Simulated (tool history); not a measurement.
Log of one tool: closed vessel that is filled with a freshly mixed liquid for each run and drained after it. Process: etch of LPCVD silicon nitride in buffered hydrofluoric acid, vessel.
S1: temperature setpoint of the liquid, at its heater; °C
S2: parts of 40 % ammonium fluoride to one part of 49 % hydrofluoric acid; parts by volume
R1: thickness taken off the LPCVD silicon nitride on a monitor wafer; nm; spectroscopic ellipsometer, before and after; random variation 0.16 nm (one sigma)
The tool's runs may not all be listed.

Run 1, hour 0: S1 24 °C, S2 23 parts by volume, time in the liquid (s) 2570. Result: R1 18.673 nm.
Run 2, hour 4.1: S1 22.5 °C, S2 23 parts by volume, time in the liquid (s) 2570. Result: R1 17.246 nm.
Run 3, hour 8.7: S1 19.5 °C, S2 23 parts by volume, time in the liquid (s) 2570. Result: R1 14.339 nm.
Run 4, hour 13.6: S1 19.5 °C, S2 17.5 parts by volume, time in the liquid (s) 2570. Result: R1 18.194 nm.
Run 5, hour 21.2: S1 21 °C, S2 17.5 parts by volume, time in the liquid (s) 2570. Result: R1 19.553 nm.
Run 6, hour 25: S1 20 °C, S2 17.5 parts by volume, time in the liquid (s) 2570. Result: R1 18.68 nm.
Run 7, hour 27.6: S1 21.5 °C, S2 17.5 parts by volume, time in the liquid (s) 2570. Result: R1 20.331 nm.
Run 8, hour 29.4: S1 22.5 °C, S2 17.5 parts by volume, time in the liquid (s) 2570. Result: R1 21.425 nm.
Run 9, hour 32: S1 23.5 °C, S2 17.5 parts by volume, time in the liquid (s) 2570. Result: R1 22.626 nm.
At hour 34.9: thermometer replaced.
Run 10, hour 34.9: S1 24.5 °C, S2 17.5 parts by volume, time in the liquid (s) 2570. Result: R1 22.35 nm.
Run 11, hour 36.3: S1 25.5 °C, S2 17.5 parts by volume, time in the liquid (s) 2570. Result: R1 23.68 nm.
Run 12, hour 38.9: S1 26.5 °C, S2 17.5 parts by volume, time in the liquid (s) 2570. Result: R1 25.192 nm.
Run 13, hour 44: S1 26.5 °C, S2 17.5 parts by volume, time in the liquid (s) 2570. Result: R1 25.42 nm.
Run 14, hour 49.6: S1 27 °C, S2 17.5 parts by volume, time in the liquid (s) 2570. Result: R1 25.632 nm.

The next listed run, before its measurement:
Run 15, hour 52.2: S1 28.5 °C, S2 17.5 parts by volume, time in the liquid (s) 2570. Result: R1 ?.

R1: 27.954 nm
